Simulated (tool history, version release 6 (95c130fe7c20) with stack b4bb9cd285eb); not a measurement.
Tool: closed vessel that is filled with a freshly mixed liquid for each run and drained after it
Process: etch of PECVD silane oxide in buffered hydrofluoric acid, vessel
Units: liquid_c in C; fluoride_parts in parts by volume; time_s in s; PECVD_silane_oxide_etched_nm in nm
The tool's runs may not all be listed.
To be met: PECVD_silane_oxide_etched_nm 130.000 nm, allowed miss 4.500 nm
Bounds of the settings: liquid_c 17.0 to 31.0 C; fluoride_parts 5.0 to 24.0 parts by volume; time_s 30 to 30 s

run 1 hour=0.0 | liquid_c=23.0 fluoride_parts=14.5 time_s=30 | PECVD_silane_oxide_etched_nm=50.000
run 2 hour=5.0 | liquid_c=23.0 fluoride_parts=14.5 time_s=30 | PECVD_silane_oxide_etched_nm=50.677
run 3 hour=6.8 | liquid_c=21.5 fluoride_parts=14.5 time_s=30 | PECVD_silane_oxide_etched_nm=46.577
run 4 hour=12.8 | liquid_c=24.5 fluoride_parts=12.0 time_s=30 | PECVD_silane_oxide_etched_nm=66.127
run 5 hour=18.1 | liquid_c=26.5 fluoride_parts=10.5 time_s=30 | PECVD_silane_oxide_etched_nm=82.142
run 6 hour=26.8 | liquid_c=26.5 fluoride_parts=10.5 time_s=30 | PECVD_silane_oxide_etched_nm=84.911
run 7 hour=35.9 | liquid_c=28.0 fluoride_parts=10.0 time_s=30 | PECVD_silane_oxide_etched_nm=95.327
run 8 hour=41.0 | liquid_c=29.0 fluoride_parts=9.5 time_s=30 | PECVD_silane_oxide_etched_nm=103.340
run 9 hour=49.2 | liquid_c=29.5 fluoride_parts=9.0 time_s=30 | PECVD_silane_oxide_etched_nm=110.060
run 10 hour=51.0 | liquid_c=30.0 fluoride_parts=8.5 time_s=30 | PECVD_silane_oxide_etched_nm=120.680
run 11 hour=59.0 | liquid_c=30.0 fluoride_parts=8.5 time_s=30 | PECVD_silane_oxide_etched_nm=120.170
run 12 hour=66.1 | liquid_c=30.5 fluoride_parts=8.5 time_s=30 | PECVD_silane_oxide_etched_nm=123.130

Which of these 5 next moves meets every target?
run A hour=73.2 | liquid_c=31.0 fluoride_parts=7.5 time_s=30 | PECVD_silane_oxide_etched_nm=?
run B hour=73.2 | liquid_c=30.0 fluoride_parts=7.5 time_s=30 | PECVD_silane_oxide_etched_nm=?
run C hour=73.2 | liquid_c=27.5 fluoride_parts=7.5 time_s=30 | PECVD_silane_oxide_etched_nm=?
run D hour=73.2 | liquid_c=27.5 fluoride_parts=7.0 time_s=30 | PECVD_silane_oxide_etched_nm=?
run E hour=73.2 | liquid_c=29.0 fluoride_parts=8.5 time_s=30 | PECVD_silane_oxide_etched_nm=?

move=A PECVD_silane_oxide_etched_nm=143.730
move=B PECVD_silane_oxide_etched_nm=136.300
move=C PECVD_silane_oxide_etched_nm=119.190
move=D PECVD_silane_oxide_etched_nm=128.400
move=E PECVD_silane_oxide_etched_nm=112.850
A: takes the result that was furthest off past its target
B: takes the result that was furthest off past its target
C: further off than the last run
D: meets every target
E: further off than the last run
Move D is the one to make.

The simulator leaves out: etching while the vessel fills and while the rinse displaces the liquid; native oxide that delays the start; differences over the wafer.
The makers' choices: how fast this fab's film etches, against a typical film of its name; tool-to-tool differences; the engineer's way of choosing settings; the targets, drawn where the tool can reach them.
